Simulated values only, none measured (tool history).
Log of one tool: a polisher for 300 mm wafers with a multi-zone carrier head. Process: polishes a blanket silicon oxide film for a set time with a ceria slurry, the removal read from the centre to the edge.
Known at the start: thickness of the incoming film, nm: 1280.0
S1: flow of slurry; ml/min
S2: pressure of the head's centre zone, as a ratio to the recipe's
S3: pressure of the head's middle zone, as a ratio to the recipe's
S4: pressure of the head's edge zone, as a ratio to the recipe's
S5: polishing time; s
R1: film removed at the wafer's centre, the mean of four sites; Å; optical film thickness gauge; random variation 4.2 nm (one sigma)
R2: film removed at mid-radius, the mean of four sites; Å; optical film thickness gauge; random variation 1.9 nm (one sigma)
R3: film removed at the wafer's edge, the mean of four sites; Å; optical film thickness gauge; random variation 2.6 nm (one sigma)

{"run": 1, "hour": 0.0, "S1": 320, "S2": 1.0, "S3": 1.0, "S4": 1.0, "S5": 58, "R1": 2266.7, "R2": 2309.2, "R3": 2222.3}
{"run": 2, "hour": 6.3, "S1": 330, "S2": 1.05, "S3": 1.02, "S4": 1.05, "S5": 63, "R1": 2558.0, "R2": 2575.0, "R3": 2505.8}
{"run": 3, "hour": 10.3, "S1": 330, "S2": 1.05, "S3": 1.02, "S4": 1.08, "S5": 63, "R1": 2560.2, "R2": 2545.6, "R3": 2504.2}
{"run": 4, "hour": 14.6, "S1": 330, "S2": 1.05, "S3": 1.06, "S4": 1.08, "S5": 63, "R1": 2589.2, "R2": 2642.0, "R3": 2513.3}
{"run": 5, "hour": 18.3, "S1": 330, "S2": 1.05, "S3": 1.06, "S4": 1.08, "S5": 58, "R1": 2369.9, "R2": 2416.1, "R3": 2279.1}
{"run": 6, "hour": 25.6, "S1": 330, "S2": 1.05, "S3": 1.06, "S4": 1.08, "S5": 66, "R1": 2733.8, "R2": 2762.4, "R3": 2606.4}
{"run": 7, "hour": 28.8, "S1": 345, "S2": 1.09, "S3": 1.06, "S4": 1.11, "S5": 69, "R1": 2903.1, "R2": 2911.4, "R3": 2758.6}

Run 8 comes next. What will it give?
{"run": 8, "hour": 32.6, "S1": 335, "S2": 1.12, "S3": 1.04, "S4": 1.12, "S5": 72, "R1": "?", "R2": "?", "R3": "?"}

R1: 3146.6 Å
R2: 2963.2 Å
R3: 2930.6 Å
